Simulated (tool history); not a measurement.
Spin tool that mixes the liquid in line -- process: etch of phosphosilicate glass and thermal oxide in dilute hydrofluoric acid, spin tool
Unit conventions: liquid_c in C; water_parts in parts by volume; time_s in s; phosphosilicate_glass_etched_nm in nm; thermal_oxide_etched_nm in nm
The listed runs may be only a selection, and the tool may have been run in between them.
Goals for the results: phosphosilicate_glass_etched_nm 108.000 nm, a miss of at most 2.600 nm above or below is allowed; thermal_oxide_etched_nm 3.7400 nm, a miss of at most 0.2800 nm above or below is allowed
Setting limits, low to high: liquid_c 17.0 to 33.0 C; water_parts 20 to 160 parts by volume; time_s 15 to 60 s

run  hour  liquid_c  water_parts  time_s  phosphosilicate_glass_etched_nm  thermal_oxide_etched_nm
  1   0.0      25.0           90      30                           50.970                   1.7111
  2   0.9      27.0           80      30                           62.968                   2.1872
  3   3.7      28.0           75      30                           70.320                   2.4083
  4   9.7      30.0           75      30                           74.996                   2.5870
  5  13.5      28.5           75      30                           71.691                   2.5972
  6  14.8      29.0           70      30                           78.841                   2.5725
  7  20.3      30.0           70      30                           80.820                   2.8291
  8  29.2      30.5           65      30                           90.864                   3.1781
  9  34.7      31.0           65      30                           92.283                   3.1859
 10  38.8      33.0           55      30                          119.070                   4.1973
 11  41.6      32.5           55      30                          116.910                   4.0393
 12  47.8      32.0           55      30                          114.120                   3.9969
 13  54.8      31.5           55      30                          110.850                   3.8595

Pick the move, out of 4, that brings all results within their allowed miss; only one does.
  A  61.8      29.0           65      40                                ?                        ?
  B  61.8      33.0           60      30                                ?                        ?
  C  61.8      17.0           20      20                                ?                        ?
  D  61.8      30.0           60      35                                ?                        ?

move  phosphosilicate_glass_etched_nm  thermal_oxide_etched_nm
   A                          114.170                   3.9964
   B                          108.880                   3.8113
   C                          119.990                   4.2002
   D                          113.340                   3.9674
A: further off than the last run
B: every result lands within tolerance
C: further off than the last run
D: further off than the last run
Correct choice: B, which meets every target

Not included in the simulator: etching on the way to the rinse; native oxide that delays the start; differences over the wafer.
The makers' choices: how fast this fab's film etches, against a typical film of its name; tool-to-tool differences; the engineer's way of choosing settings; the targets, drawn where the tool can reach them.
